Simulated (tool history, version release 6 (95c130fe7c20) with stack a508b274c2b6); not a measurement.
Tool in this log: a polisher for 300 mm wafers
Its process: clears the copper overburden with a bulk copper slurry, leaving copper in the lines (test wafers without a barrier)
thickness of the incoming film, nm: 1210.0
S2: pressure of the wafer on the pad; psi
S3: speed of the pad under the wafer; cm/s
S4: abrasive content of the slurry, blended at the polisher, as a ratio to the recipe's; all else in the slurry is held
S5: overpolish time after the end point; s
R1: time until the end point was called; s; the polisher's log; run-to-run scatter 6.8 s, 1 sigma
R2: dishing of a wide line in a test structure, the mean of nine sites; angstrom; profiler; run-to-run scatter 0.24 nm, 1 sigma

{"run": 1, "hour": 0.0, "flow of slurry (ml/min)": 245, "S2": 1.9, "S3": 124, "S4": 1.0, "S5": 10, "R1": 190.33, "R2": 420.61}
{"run": 2, "hour": 5.2, "flow of slurry (ml/min)": 245, "S2": 1.9, "S3": 124, "S4": 1.0, "S5": 6, "R1": 191.02, "R2": 271.67}
{"run": 3, "hour": 12.4, "flow of slurry (ml/min)": 245, "S2": 1.6, "S3": 124, "S4": 1.0, "S5": 6, "R1": 218.42, "R2": 240.33}
{"run": 4, "hour": 17.1, "flow of slurry (ml/min)": 240, "S2": 1.5, "S3": 110, "S4": 1.0, "S5": 7, "R1": 257.55, "R2": 235.36}
{"run": 5, "hour": 21.3, "flow of slurry (ml/min)": 240, "S2": 1.5, "S3": 110, "S4": 1.0, "S5": 4, "R1": 259.44, "R2": 141.53}
{"run": 6, "hour": 27.3, "flow of slurry (ml/min)": 265, "S2": 1.5, "S3": 110, "S4": 1.0, "S5": 4, "R1": 256.46, "R2": 145.54}
{"run": 7, "hour": 35.3, "flow of slurry (ml/min)": 245, "S2": 1.4, "S3": 102, "S4": 0.95, "S5": 6, "R1": 295.45, "R2": 181.94}
{"run": 8, "hour": 39.7, "flow of slurry (ml/min)": 235, "S2": 1.3, "S3": 98, "S4": 0.85, "S5": 7, "R1": 325.94, "R2": 188.23}

Run 9 is up next; what results do you expect?
{"run": 9, "hour": 47.4, "flow of slurry (ml/min)": 225, "S2": 1.2, "S3": 92, "S4": 0.8, "S5": 8, "R1": "?", "R2": "?"}

Run 9 gave R1 379.48 s, R2 186.28 angstrom.
